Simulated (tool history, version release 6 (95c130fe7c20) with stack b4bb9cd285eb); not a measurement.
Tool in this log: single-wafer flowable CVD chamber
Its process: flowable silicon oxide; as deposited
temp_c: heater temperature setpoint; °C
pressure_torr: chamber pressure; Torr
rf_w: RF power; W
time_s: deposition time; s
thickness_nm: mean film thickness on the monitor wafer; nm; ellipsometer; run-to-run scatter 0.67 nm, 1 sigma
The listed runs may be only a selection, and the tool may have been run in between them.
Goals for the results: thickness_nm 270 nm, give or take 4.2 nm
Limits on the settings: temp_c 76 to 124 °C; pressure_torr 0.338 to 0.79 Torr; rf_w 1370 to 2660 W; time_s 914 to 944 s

run 1 day=0 | temp_c=100 pressure_torr=0.564 rf_w=2015 time_s=914 | thickness_nm=339.99
run 2 day=0.367 | temp_c=102 pressure_torr=0.564 rf_w=2015 time_s=914 | thickness_nm=320.08
run 3 day=0.746 | temp_c=98 pressure_torr=0.564 rf_w=2015 time_s=914 | thickness_nm=357.74
run 4 day=0.867 | temp_c=98 pressure_torr=0.49 rf_w=2015 time_s=914 | thickness_nm=314.54
run 5 day=1.188 | temp_c=98 pressure_torr=0.49 rf_w=2220 time_s=914 | thickness_nm=320.25
run 6 day=1.321 | temp_c=99 pressure_torr=0.49 rf_w=2220 time_s=914 | thickness_nm=309.8
run 7 day=1.358 | temp_c=100 pressure_torr=0.49 rf_w=2220 time_s=914 | thickness_nm=302.42
run 8 day=1.608 | temp_c=101 pressure_torr=0.49 rf_w=2220 time_s=914 | thickness_nm=292.83
run 9 day=1.942 | temp_c=102 pressure_torr=0.49 rf_w=2220 time_s=914 | thickness_nm=284.41
run 10 day=2.183 | temp_c=102 pressure_torr=0.49 rf_w=2220 time_s=914 | thickness_nm=283.93

5 next moves are on the table. One of them brings every result within its allowed miss. Which?
run A day=2.425 | temp_c=109 pressure_torr=0.537 rf_w=2140 time_s=944 | thickness_nm=?
run B day=2.425 | temp_c=100 pressure_torr=0.426 rf_w=2105 time_s=914 | thickness_nm=?
run C day=2.425 | temp_c=103 pressure_torr=0.5 rf_w=2010 time_s=916 | thickness_nm=?
run D day=2.425 | temp_c=105 pressure_torr=0.489 rf_w=2535 time_s=938 | thickness_nm=?
run E day=2.425 | temp_c=101 pressure_torr=0.478 rf_w=2280 time_s=922 | thickness_nm=?

move=A thickness_nm=258.96
move=B thickness_nm=262.86
move=C thickness_nm=276.93
move=D thickness_nm=271.38
move=E thickness_nm=289.88
A: pushes the last run's worst result past its target
B: pushes the last run's worst result past its target
C: closes in on the targets versus the last run, not all within tolerance yet
D: hits every target within its allowed miss
E: misses by more than the last run did
The move that meets every target is D.
